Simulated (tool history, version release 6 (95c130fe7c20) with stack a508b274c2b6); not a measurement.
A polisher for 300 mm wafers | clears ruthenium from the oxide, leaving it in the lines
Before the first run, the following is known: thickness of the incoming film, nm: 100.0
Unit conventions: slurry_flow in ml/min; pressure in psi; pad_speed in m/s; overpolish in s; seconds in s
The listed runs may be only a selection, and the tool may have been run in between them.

| run | hour | slurry_flow | pressure | pad_speed | overpolish | seconds |
|---|---|---|---|---|---|---|
| 1 | 0.0 | 255 | 2.3 | 1.02 | 6 | 88.446 |
| 2 | 1.8 | 300 | 2.3 | 1.02 | 6 | 88.844 |
| 3 | 10.8 | 300 | 2.1 | 1.02 | 6 | 99.021 |
| 4 | 18.3 | 300 | 2.5 | 1.02 | 6 | 82.548 |
| 5 | 19.8 | 255 | 2.5 | 1.02 | 6 | 83.268 |
| 6 | 22.5 | 255 | 3.1 | 1.02 | 6 | 68.841 |

Expected results for the next run?
| 7 | 26.4 | 255 | 2.5 | 1.00 | 6 | ? |

Logged for run 7: seconds 84.633 s.
